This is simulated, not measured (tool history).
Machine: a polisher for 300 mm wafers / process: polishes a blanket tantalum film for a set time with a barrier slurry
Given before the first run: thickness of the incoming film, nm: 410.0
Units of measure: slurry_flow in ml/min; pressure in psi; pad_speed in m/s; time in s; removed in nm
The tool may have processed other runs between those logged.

{"run": 1, "hour": 0.0, "slurry_flow": 315, "pressure": 1.8, "pad_speed": 0.92, "slurry_solids": 1, "time": 55, "removed": 77.659}
{"run": 2, "hour": 8.3, "slurry_flow": 315, "pressure": 1.8, "pad_speed": 0.92, "slurry_solids": 0.9, "time": 55, "removed": 76.579}
{"run": 3, "hour": 9.0, "slurry_flow": 315, "pressure": 1.8, "pad_speed": 0.92, "slurry_solids": 0.7, "time": 55, "removed": 72.35}
{"run": 4, "hour": 14.7, "slurry_flow": 315, "pressure": 1.6, "pad_speed": 0.92, "slurry_solids": 0.7, "time": 55, "removed": 65.653}
{"run": 5, "hour": 20.0, "slurry_flow": 315, "pressure": 1.4, "pad_speed": 0.9, "slurry_solids": 0.7, "time": 55, "removed": 55.904}
{"run": 6, "hour": 27.4, "slurry_flow": 315, "pressure": 1.6, "pad_speed": 0.9, "slurry_solids": 0.7, "time": 55, "removed": 64.052}
{"run": 7, "hour": 35.8, "slurry_flow": 315, "pressure": 1.4, "pad_speed": 0.9, "slurry_solids": 0.7, "time": 55, "removed": 56.65}

What does the tool deliver on the next run?
{"run": 8, "hour": 41.8, "slurry_flow": 315, "pressure": 1.3, "pad_speed": 0.9, "slurry_solids": 0.7, "time": 55, "removed": "?"}

{"run 8": {"removed": 52.52}}
